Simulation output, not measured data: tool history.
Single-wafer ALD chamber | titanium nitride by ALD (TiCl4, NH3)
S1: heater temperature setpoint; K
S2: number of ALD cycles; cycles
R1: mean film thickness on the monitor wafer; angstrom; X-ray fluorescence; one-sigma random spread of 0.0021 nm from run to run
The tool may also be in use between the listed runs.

{"run": 1, "hour": 0.0, "S1": 653.15, "S2": 37, "NH3 pulse time (s)": 2.27, "R1": 8.6854}
{"run": 2, "hour": 2.3, "S1": 646.15, "S2": 36, "NH3 pulse time (s)": 1.88, "R1": 8.2983}
{"run": 3, "hour": 3.1, "S1": 643.15, "S2": 36, "NH3 pulse time (s)": 1.65, "R1": 8.1443}
{"run": 4, "hour": 8.4, "S1": 641.15, "S2": 36, "NH3 pulse time (s)": 1.56, "R1": 8.1015}
{"run": 5, "hour": 13.7, "S1": 640.15, "S2": 36, "NH3 pulse time (s)": 1.48, "R1": 7.9705}
{"run": 6, "hour": 14.5, "S1": 638.15, "S2": 36, "NH3 pulse time (s)": 1.48, "R1": 7.9522}
{"run": 7, "hour": 15.0, "S1": 637.15, "S2": 36, "NH3 pulse time (s)": 1.48, "R1": 7.9739}
{"run": 8, "hour": 23.8, "S1": 636.15, "S2": 36, "NH3 pulse time (s)": 1.48, "R1": 7.9044}
{"run": 9, "hour": 27.6, "S1": 635.15, "S2": 36, "NH3 pulse time (s)": 1.48, "R1": 7.9399}
{"run": 10, "hour": 34.1, "S1": 634.15, "S2": 36, "NH3 pulse time (s)": 1.48, "R1": 7.9011}

Run 11 comes next. What will it give?
{"run": 11, "hour": 36.7, "S1": 634.15, "S2": 36, "NH3 pulse time (s)": 1.48, "R1": "?"}

R1: 7.9333 angstrom
